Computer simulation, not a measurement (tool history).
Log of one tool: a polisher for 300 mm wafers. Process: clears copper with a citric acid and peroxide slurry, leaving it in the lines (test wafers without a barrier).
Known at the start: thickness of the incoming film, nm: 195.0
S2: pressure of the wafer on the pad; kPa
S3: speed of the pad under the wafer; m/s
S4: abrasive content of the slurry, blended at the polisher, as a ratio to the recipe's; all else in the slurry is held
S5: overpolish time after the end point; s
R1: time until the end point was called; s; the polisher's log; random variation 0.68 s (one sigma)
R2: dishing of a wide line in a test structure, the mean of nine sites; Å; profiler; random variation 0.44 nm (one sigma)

{"run": 1, "day": 0.0, "flow of slurry (ml/min)": 125, "S2": 24.1, "S3": 0.92, "S4": 1, "S5": 8, "R1": 95.423, "R2": 127.21}
{"run": 2, "day": 0.117, "flow of slurry (ml/min)": 130, "S2": 24.8, "S3": 0.92, "S4": 1, "S5": 9, "R1": 91.13, "R2": 145.39}
{"run": 3, "day": 0.383, "flow of slurry (ml/min)": 130, "S2": 25.5, "S3": 0.92, "S4": 1, "S5": 9, "R1": 90.435, "R2": 155.76}
{"run": 4, "day": 0.483, "flow of slurry (ml/min)": 135, "S2": 26.2, "S3": 0.92, "S4": 1, "S5": 9, "R1": 87.202, "R2": 155.16}
{"run": 5, "day": 0.604, "flow of slurry (ml/min)": 135, "S2": 26.2, "S3": 0.92, "S4": 1, "S5": 7, "R1": 87.19, "R2": 123.8}
{"run": 6, "day": 0.85, "flow of slurry (ml/min)": 135, "S2": 26.9, "S3": 0.92, "S4": 1, "S5": 8, "R1": 85.885, "R2": 142.64}

Run 7 comes next. What will it give?
{"run": 7, "day": 1.204, "flow of slurry (ml/min)": 135, "S2": 26.9, "S3": 0.92, "S4": 1, "S5": 8, "R1": "?", "R2": "?"}

Run 7 gave R1 84.657 s, R2 141.16 Å.

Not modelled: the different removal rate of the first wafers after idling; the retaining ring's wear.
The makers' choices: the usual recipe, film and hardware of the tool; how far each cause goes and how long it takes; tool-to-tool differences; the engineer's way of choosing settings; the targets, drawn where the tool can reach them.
